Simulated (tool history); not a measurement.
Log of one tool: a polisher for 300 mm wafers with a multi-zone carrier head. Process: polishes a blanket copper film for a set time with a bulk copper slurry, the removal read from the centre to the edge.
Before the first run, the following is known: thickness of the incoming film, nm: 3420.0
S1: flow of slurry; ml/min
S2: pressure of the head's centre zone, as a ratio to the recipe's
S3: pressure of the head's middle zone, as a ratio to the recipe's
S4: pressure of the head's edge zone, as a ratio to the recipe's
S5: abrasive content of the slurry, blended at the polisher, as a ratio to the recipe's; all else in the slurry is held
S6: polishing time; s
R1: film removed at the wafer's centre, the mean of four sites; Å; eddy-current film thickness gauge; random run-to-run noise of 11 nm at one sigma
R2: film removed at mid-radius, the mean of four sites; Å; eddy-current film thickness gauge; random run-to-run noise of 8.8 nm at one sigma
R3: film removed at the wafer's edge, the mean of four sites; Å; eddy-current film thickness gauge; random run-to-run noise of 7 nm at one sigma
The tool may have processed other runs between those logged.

run  hour   S1    S2    S3    S4    S5  S6      R1      R2      R3
  1   0.0  140  1.00  1.00  1.00  1.00  89  7967.6  8001.1  7898.8
  2   1.5  140  1.00  1.08  1.00  1.00  89  7871.4  8452.2  7991.5
  3   8.2  170  1.00  1.08  1.00  1.00  89  8337.8  8762.8  8141.5
  4  12.7  165  0.98  1.05  1.04  1.10  92  8565.6  8967.2  8654.5
  5  13.4  165  0.98  1.05  1.12  1.10  92  8452.0  8999.4  8999.4
  6  14.3  130  0.98  1.05  1.12  1.10  92  8023.9  8604.8  8769.4

Run 7 is up next; what results do you expect?
  7  18.1  130  0.96  1.02  1.13  1.15  95   ?   ?   ?

{"run 7": {"R1": 8203.9, "R2": 8799.5, "R3": 9144.0}}
